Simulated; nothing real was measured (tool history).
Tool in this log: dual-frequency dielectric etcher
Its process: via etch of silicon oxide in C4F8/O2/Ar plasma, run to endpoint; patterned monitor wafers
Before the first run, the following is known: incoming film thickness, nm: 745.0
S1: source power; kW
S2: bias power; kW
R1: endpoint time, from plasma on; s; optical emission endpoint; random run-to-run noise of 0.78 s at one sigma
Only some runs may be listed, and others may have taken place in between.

Run 1, day 0: S1 2.08 kW, S2 2.494 kW. Result: R1 129.17 s.
Run 2, day 0.092: S1 1.94 kW, S2 2.39 kW. Result: R1 133.47 s.
Run 3, day 0.146: S1 1.94 kW, S2 2.235 kW. Result: R1 136.65 s.
Run 4, day 0.346: S1 2.25 kW, S2 2.235 kW. Result: R1 129.73 s.
Run 5, day 0.471: S1 2.25 kW, S2 2.071 kW. Result: R1 131.14 s.
Run 6, day 0.7: S1 2.09 kW, S2 1.994 kW. Result: R1 137.62 s.
Run 7, day 0.842: S1 1.96 kW, S2 1.964 kW. Result: R1 141.67 s.

For run 8, what comes out?
Run 8, day 1.2: S1 1.54 kW, S2 1.82 kW. Result: R1 ?.

{"run 8": {"R1": 157.47}}
